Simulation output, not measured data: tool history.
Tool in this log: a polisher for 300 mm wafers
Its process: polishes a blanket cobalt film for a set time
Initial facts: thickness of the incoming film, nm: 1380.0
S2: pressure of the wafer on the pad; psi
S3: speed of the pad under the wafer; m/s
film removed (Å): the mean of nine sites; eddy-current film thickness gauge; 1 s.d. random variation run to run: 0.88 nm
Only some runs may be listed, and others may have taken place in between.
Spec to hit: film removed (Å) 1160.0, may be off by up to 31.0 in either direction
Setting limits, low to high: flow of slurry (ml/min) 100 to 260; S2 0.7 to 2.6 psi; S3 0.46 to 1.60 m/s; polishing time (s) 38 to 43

Run 1, hour 0.0: flow of slurry (ml/min) 165, S2 1.6 psi, S3 1.02 m/s, polishing time (s) 43. Result: film removed (Å) 1782.7.
Run 2, hour 5.3: flow of slurry (ml/min) 145, S2 1.6 psi, S3 1.02 m/s, polishing time (s) 43. Result: film removed (Å) 1771.2.
Run 3, hour 6.8: flow of slurry (ml/min) 170, S2 1.6 psi, S3 1.02 m/s, polishing time (s) 43. Result: film removed (Å) 1802.4.
Run 4, hour 8.8: flow of slurry (ml/min) 190, S2 1.6 psi, S3 1.02 m/s, polishing time (s) 43. Result: film removed (Å) 1813.8.
Run 5, hour 12.5: flow of slurry (ml/min) 190, S2 1.4 psi, S3 1.02 m/s, polishing time (s) 43. Result: film removed (Å) 1608.0.
Run 6, hour 19.4: flow of slurry (ml/min) 190, S2 1.6 psi, S3 1.02 m/s, polishing time (s) 43. Result: film removed (Å) 1852.8.
Run 7, hour 22.4: flow of slurry (ml/min) 175, S2 1.4 psi, S3 1.02 m/s, polishing time (s) 43. Result: film removed (Å) 1599.3.
At hour 29.3: worn pad replaced by a new one.
Run 8, hour 29.3: flow of slurry (ml/min) 170, S2 1.3 psi, S3 1.02 m/s, polishing time (s) 43. Result: film removed (Å) 1622.9.
Run 9, hour 37.9: flow of slurry (ml/min) 170, S2 1.3 psi, S3 1.02 m/s, polishing time (s) 43. Result: film removed (Å) 1633.7.
Run 10, hour 43.0: flow of slurry (ml/min) 170, S2 1.1 psi, S3 0.98 m/s, polishing time (s) 43. Result: film removed (Å) 1337.0.
Run 11, hour 50.9: flow of slurry (ml/min) 170, S2 1.0 psi, S3 0.98 m/s, polishing time (s) 43. Result: film removed (Å) 1208.3.
Run 12, hour 59.1: flow of slurry (ml/min) 170, S2 0.9 psi, S3 0.98 m/s, polishing time (s) 43. Result: film removed (Å) 1110.5.
Run 13, hour 66.7: flow of slurry (ml/min) 170, S2 1.0 psi, S3 0.98 m/s, polishing time (s) 43. Result: film removed (Å) 1224.0.
Run 14, hour 68.7: flow of slurry (ml/min) 170, S2 0.9 psi, S3 0.98 m/s, polishing time (s) 43. Result: film removed (Å) 1106.0.
Run 15, hour 77.3: flow of slurry (ml/min) 170, S2 1.0 psi, S3 0.98 m/s, polishing time (s) 43. Result: film removed (Å) 1224.0.
Run 16, hour 85.3: flow of slurry (ml/min) 145, S2 0.9 psi, S3 0.98 m/s, polishing time (s) 43. Result: film removed (Å) 1084.3.
Run 17, hour 86.6: flow of slurry (ml/min) 145, S2 0.9 psi, S3 0.98 m/s, polishing time (s) 43. Result: film removed (Å) 1079.9.
Run 18, hour 93.3: flow of slurry (ml/min) 145, S2 0.9 psi, S3 0.98 m/s, polishing time (s) 43. Result: film removed (Å) 1078.5.
Run 19, hour 95.6: flow of slurry (ml/min) 155, S2 0.9 psi, S3 0.98 m/s, polishing time (s) 43. Result: film removed (Å) 1093.7.

5 candidate next runs follow, results not yet known. Just one meets every target within its allowed miss. Identify it.
Run A, hour 97.9: flow of slurry (ml/min) 135, S2 0.8 psi, S3 1.20 m/s, polishing time (s) 39. Result: film removed (Å) ?.
Run B, hour 97.9: flow of slurry (ml/min) 210, S2 0.9 psi, S3 0.90 m/s, polishing time (s) 42. Result: film removed (Å) ?.
Run C, hour 97.9: flow of slurry (ml/min) 165, S2 1.4 psi, S3 0.76 m/s, polishing time (s) 38. Result: film removed (Å) ?.
Run D, hour 97.9: flow of slurry (ml/min) 155, S2 1.2 psi, S3 0.78 m/s, polishing time (s) 38. Result: film removed (Å) ?.
Run E, hour 97.9: flow of slurry (ml/min) 140, S2 1.2 psi, S3 0.82 m/s, polishing time (s) 40. Result: film removed (Å) ?.

move  film removed (Å)
   A            1055.1
   B            1012.6
   C            1156.4
   D            1014.2
   E            1105.8
A: lands further from the targets than the last run did
B: lands further from the targets than the last run did
C: all results in spec
D: lands further from the targets than the last run did
E: moves toward the targets from the last run without getting all of them in spec
Correct choice: C, which meets every target
